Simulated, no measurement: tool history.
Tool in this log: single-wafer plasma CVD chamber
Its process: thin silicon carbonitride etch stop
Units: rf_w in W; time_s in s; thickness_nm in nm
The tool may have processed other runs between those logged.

{"run": 1, "hour": 0.0, "rf_w": 245, "time_s": 19.3, "thickness_nm": 11.442}
{"run": 2, "hour": 5.9, "rf_w": 280, "time_s": 19.3, "thickness_nm": 11.748}
{"run": 3, "hour": 9.9, "rf_w": 250, "time_s": 19.3, "thickness_nm": 11.496}
{"run": 4, "hour": 13.1, "rf_w": 250, "time_s": 20.6, "thickness_nm": 12.263}
{"run": 5, "hour": 14.9, "rf_w": 245, "time_s": 19.6, "thickness_nm": 11.531}
{"run": 6, "hour": 18.8, "rf_w": 245, "time_s": 18.3, "thickness_nm": 10.804}
{"run": 7, "hour": 23.9, "rf_w": 240, "time_s": 17.9, "thickness_nm": 10.582}
{"hour": 28.3, "done": "RF generator calibrated"}
{"run": 8, "hour": 28.3, "rf_w": 235, "time_s": 17.5, "thickness_nm": 10.36}
{"run": 9, "hour": 36.0, "rf_w": 230, "time_s": 17.2, "thickness_nm": 10.093}

Run 10 is up next; what results do you expect?
{"run": 10, "hour": 41.6, "rf_w": 225, "time_s": 17.0, "thickness_nm": "?"}

{"run 10": {"thickness_nm": 9.8791}}

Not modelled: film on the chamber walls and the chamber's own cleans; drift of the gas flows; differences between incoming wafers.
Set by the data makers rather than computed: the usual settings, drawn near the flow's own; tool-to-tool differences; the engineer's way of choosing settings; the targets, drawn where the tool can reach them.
